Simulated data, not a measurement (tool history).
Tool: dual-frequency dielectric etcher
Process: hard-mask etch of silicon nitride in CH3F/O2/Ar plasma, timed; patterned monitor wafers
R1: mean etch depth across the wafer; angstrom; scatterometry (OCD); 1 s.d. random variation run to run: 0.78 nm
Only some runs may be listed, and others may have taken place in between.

Run 1, hour 0: source power (kW) 0.48, bias power (kW) 0.075, etch time (s) 127.5. Result: R1 927.89 angstrom.
Run 2, hour 1.2: source power (kW) 0.45, bias power (kW) 0.075, etch time (s) 127.5. Result: R1 903.53 angstrom.
Run 3, hour 3.4: source power (kW) 0.51, bias power (kW) 0.079, etch time (s) 127.5. Result: R1 975.87 angstrom.
Run 4, hour 5.3: source power (kW) 0.55, bias power (kW) 0.08, etch time (s) 127.5. Result: R1 1000.3 angstrom.
Run 5, hour 11.4: source power (kW) 0.55, bias power (kW) 0.08, etch time (s) 127.5. Result: R1 1015.2 angstrom.
Run 6, hour 14: source power (kW) 0.58, bias power (kW) 0.081, etch time (s) 127.5. Result: R1 1045.7 angstrom.

Forecast run 7:
Run 7, hour 15: source power (kW) 0.58, bias power (kW) 0.081, etch time (s) 127.5. Result: R1 ?.

R1: 1034.4 angstrom
